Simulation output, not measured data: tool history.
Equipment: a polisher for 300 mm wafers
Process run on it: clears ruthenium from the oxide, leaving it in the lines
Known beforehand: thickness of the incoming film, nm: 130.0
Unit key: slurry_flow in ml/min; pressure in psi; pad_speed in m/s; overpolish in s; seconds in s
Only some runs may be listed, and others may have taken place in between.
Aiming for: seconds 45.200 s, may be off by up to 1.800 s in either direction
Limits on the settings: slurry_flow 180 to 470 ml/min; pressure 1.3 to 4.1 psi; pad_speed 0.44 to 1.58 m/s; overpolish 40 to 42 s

Run 1, hour 0.0: slurry_flow 300 ml/min, pressure 2.7 psi, pad_speed 1.00 m/s, overpolish 40 s. Result: seconds 73.744 s.
Run 2, hour 1.8: slurry_flow 300 ml/min, pressure 2.1 psi, pad_speed 1.00 m/s, overpolish 40 s. Result: seconds 94.792 s.
Run 3, hour 8.0: slurry_flow 300 ml/min, pressure 1.5 psi, pad_speed 1.00 m/s, overpolish 40 s. Result: seconds 126.260 s.
Run 4, hour 13.5: slurry_flow 375 ml/min, pressure 1.5 psi, pad_speed 1.00 m/s, overpolish 40 s. Result: seconds 124.560 s.
Run 5, hour 17.1: slurry_flow 375 ml/min, pressure 1.8 psi, pad_speed 1.00 m/s, overpolish 40 s. Result: seconds 105.320 s.
Run 6, hour 24.6: slurry_flow 305 ml/min, pressure 1.8 psi, pad_speed 1.00 m/s, overpolish 40 s. Result: seconds 108.190 s.
Run 7, hour 33.6: slurry_flow 310 ml/min, pressure 2.5 psi, pad_speed 1.06 m/s, overpolish 40 s. Result: seconds 74.162 s.
Run 8, hour 38.3: slurry_flow 310 ml/min, pressure 2.6 psi, pad_speed 1.06 m/s, overpolish 40 s. Result: seconds 71.772 s.
Run 9, hour 39.6: slurry_flow 310 ml/min, pressure 2.7 psi, pad_speed 1.06 m/s, overpolish 40 s. Result: seconds 69.565 s.
Run 10, hour 48.2: slurry_flow 310 ml/min, pressure 2.8 psi, pad_speed 1.06 m/s, overpolish 40 s. Result: seconds 67.523 s.
Run 11, hour 50.3: slurry_flow 310 ml/min, pressure 2.9 psi, pad_speed 1.06 m/s, overpolish 40 s. Result: seconds 63.073 s.
Run 12, hour 51.2: slurry_flow 310 ml/min, pressure 3.0 psi, pad_speed 1.06 m/s, overpolish 40 s. Result: seconds 62.729 s.
Run 13, hour 55.3: slurry_flow 310 ml/min, pressure 3.1 psi, pad_speed 1.06 m/s, overpolish 40 s. Result: seconds 60.135 s.
Run 14, hour 61.1: slurry_flow 310 ml/min, pressure 3.2 psi, pad_speed 1.06 m/s, overpolish 40 s. Result: seconds 57.615 s.
Run 15, hour 69.4: slurry_flow 310 ml/min, pressure 3.3 psi, pad_speed 1.06 m/s, overpolish 40 s. Result: seconds 56.293 s.
Run 16, hour 73.1: slurry_flow 310 ml/min, pressure 3.4 psi, pad_speed 1.06 m/s, overpolish 40 s. Result: seconds 56.034 s.
Run 17, hour 79.0: slurry_flow 310 ml/min, pressure 3.5 psi, pad_speed 1.06 m/s, overpolish 40 s. Result: seconds 52.991 s.
Run 18, hour 84.2: slurry_flow 310 ml/min, pressure 3.6 psi, pad_speed 1.06 m/s, overpolish 40 s. Result: seconds 51.466 s.
Run 19, hour 90.7: slurry_flow 310 ml/min, pressure 3.8 psi, pad_speed 1.06 m/s, overpolish 40 s. Result: seconds 49.294 s.

Which one of the following 5 next-run settings gets every result inside its allowed miss? There is exactly one.
Run A, hour 97.2: slurry_flow 275 ml/min, pressure 3.9 psi, pad_speed 1.14 m/s, overpolish 42 s. Result: seconds ?.
Run B, hour 97.2: slurry_flow 340 ml/min, pressure 3.7 psi, pad_speed 1.26 m/s, overpolish 42 s. Result: seconds ?.
Run C, hour 97.2: slurry_flow 295 ml/min, pressure 3.5 psi, pad_speed 1.04 m/s, overpolish 40 s. Result: seconds ?.
Run D, hour 97.2: slurry_flow 235 ml/min, pressure 3.7 psi, pad_speed 1.00 m/s, overpolish 40 s. Result: seconds ?.
Run E, hour 97.2: slurry_flow 320 ml/min, pressure 3.8 psi, pad_speed 1.02 m/s, overpolish 42 s. Result: seconds ?.

move  seconds
   A   45.134
   B   41.725
   C   54.223
   D   55.599
   E   50.360
A: each result inside its tolerance
B: takes the biggest miss from the last run beyond its target
C: its largest miss is bigger than the last run's
D: its largest miss is bigger than the last run's
E: its largest miss is bigger than the last run's
Correct choice: A, which meets every target

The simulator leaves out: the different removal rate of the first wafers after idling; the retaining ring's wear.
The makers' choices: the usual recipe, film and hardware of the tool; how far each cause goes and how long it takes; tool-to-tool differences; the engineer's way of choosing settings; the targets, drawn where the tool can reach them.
